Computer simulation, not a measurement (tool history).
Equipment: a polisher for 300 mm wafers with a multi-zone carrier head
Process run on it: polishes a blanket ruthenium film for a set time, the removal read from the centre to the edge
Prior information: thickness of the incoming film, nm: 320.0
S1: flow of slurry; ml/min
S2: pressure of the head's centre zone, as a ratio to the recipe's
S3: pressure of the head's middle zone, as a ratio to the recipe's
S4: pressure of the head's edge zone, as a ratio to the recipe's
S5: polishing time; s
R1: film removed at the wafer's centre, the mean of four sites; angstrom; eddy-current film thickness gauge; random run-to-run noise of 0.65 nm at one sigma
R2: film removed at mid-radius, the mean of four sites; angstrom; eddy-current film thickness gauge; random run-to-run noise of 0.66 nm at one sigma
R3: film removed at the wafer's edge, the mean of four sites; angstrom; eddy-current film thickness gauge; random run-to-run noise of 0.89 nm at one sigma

{"run": 1, "hour": 0.0, "S1": 280, "S2": 1, "S3": 1, "S4": 1, "S5": 79, "R1": 1302.4, "R2": 1301.3, "R3": 1318.6}
{"run": 2, "hour": 7.2, "S1": 280, "S2": 0.92, "S3": 1, "S4": 1, "S5": 79, "R1": 1204.7, "R2": 1286.7, "R3": 1322.4}
{"run": 3, "hour": 11.5, "S1": 280, "S2": 0.92, "S3": 1, "S4": 1, "S5": 95, "R1": 1439.2, "R2": 1575.7, "R3": 1584.9}
{"run": 4, "hour": 16.7, "S1": 260, "S2": 0.89, "S3": 0.97, "S4": 1, "S5": 82, "R1": 1187.9, "R2": 1325.1, "R3": 1367.7}
{"run": 5, "hour": 17.7, "S1": 260, "S2": 0.89, "S3": 0.97, "S4": 1, "S5": 75, "R1": 1087.1, "R2": 1215, "R3": 1249.2}
{"run": 6, "hour": 23.5, "S1": 260, "S2": 0.84, "S3": 0.97, "S4": 1, "S5": 75, "R1": 1024.7, "R2": 1191.7, "R3": 1275.4}
{"run": 7, "hour": 26.9, "S1": 265, "S2": 0.84, "S3": 0.93, "S4": 0.99, "S5": 67, "R1": 917.48, "R2": 1041.5, "R3": 1106.8}
{"run": 8, "hour": 27.5, "S1": 265, "S2": 0.83, "S3": 0.9, "S4": 1, "S5": 63, "R1": 852.85, "R2": 962.67, "R3": 1055}
{"run": 9, "hour": 33.8, "S1": 265, "S2": 0.83, "S3": 0.87, "S4": 1, "S5": 61, "R1": 840.43, "R2": 893.2, "R3": 1006.6}

What will run 10 give?
{"run": 10, "hour": 38.1, "S1": 255, "S2": 0.82, "S3": 0.86, "S4": 1, "S5": 59, "R1": "?", "R2": "?", "R3": "?"}

{"run 10": {"R1": 798.09, "R2": 859.51, "R3": 983.72}}
